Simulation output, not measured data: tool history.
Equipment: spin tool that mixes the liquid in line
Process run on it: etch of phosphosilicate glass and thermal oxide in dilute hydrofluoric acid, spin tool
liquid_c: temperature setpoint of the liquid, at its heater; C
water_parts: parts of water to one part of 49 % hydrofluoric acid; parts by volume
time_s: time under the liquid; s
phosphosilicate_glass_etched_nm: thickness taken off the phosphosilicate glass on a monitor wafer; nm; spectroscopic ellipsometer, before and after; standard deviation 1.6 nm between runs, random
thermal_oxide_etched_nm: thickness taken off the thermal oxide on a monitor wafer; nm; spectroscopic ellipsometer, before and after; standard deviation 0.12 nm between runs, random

run	hour	liquid_c	water_parts	time_s	phosphosilicate_glass_etched_nm	thermal_oxide_etched_nm
1	0.0	22.0	125	30	39.861	0.85970
2	3.5	22.0	160	30	30.431	0.69837
3	5.8	24.5	120	35	55.299	1.22050
4	13.3	26.0	120	35	57.699	1.39000
5	20.4	27.0	90	35	84.010	1.87260
6	27.9	28.0	75	35	105.320	2.43690
7	29.3	28.5	60	35	137.770	3.15410
# hour 33.3: thermometer replaced
8	33.3	30.0	50	35	189.800	4.24620
9	37.9	29.5	50	35	185.930	4.21490
10	46.4	29.0	50	35	184.070	4.17140
11	48.4	28.5	50	35	176.600	4.23580
12	55.8	29.0	50	35	181.140	4.27660

Run 13 comes next. What will it give?
13	56.5	28.5	55	35	?	?

phosphosilicate_glass_etched_nm: 161.350 nm
thermal_oxide_etched_nm: 3.50280 nm

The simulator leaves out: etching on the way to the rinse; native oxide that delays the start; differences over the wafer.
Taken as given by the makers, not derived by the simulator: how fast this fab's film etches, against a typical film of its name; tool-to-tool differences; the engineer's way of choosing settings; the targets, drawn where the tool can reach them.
